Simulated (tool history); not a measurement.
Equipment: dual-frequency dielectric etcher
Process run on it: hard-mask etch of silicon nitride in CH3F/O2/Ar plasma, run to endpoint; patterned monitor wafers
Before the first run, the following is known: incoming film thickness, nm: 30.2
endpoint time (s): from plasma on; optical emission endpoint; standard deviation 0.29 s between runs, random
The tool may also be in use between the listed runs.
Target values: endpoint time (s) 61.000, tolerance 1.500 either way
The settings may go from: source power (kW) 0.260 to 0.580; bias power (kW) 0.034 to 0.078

run  hour  source power (kW)  bias power (kW)  endpoint time (s)
  1   0.0              0.420            0.056             44.331
  2   4.7              0.370            0.049             49.985
  3   9.4              0.370            0.040             55.164
  4  16.8              0.370            0.034             58.395
  5  23.8              0.410            0.034             54.668
  6  28.0              0.410            0.041             50.856
  7  30.2              0.380            0.040             54.148
  8  35.5              0.360            0.040             56.588
  9  44.3              0.350            0.040             57.469
 10  49.9              0.290            0.038             67.500
 11  50.5              0.300            0.038             64.580
 12  53.7              0.340            0.039             58.700

5 next moves are on the table. One of them brings every result within its allowed miss. Which?
  A  56.9              0.330            0.046                  ?
  B  56.9              0.360            0.039                  ?
  C  56.9              0.310            0.042                  ?
  D  56.9              0.330            0.042                  ?
  E  56.9              0.320            0.034                  ?

move  endpoint time (s)
   A             56.334
   B             56.720
   C             61.243
   D             58.485
   E             65.251
A: its largest miss is bigger than the last run's
B: its largest miss is bigger than the last run's
C: meets every target
D: its largest miss is bigger than the last run's
E: takes the result that was furthest off past its target
Go with C: it meets all targets.
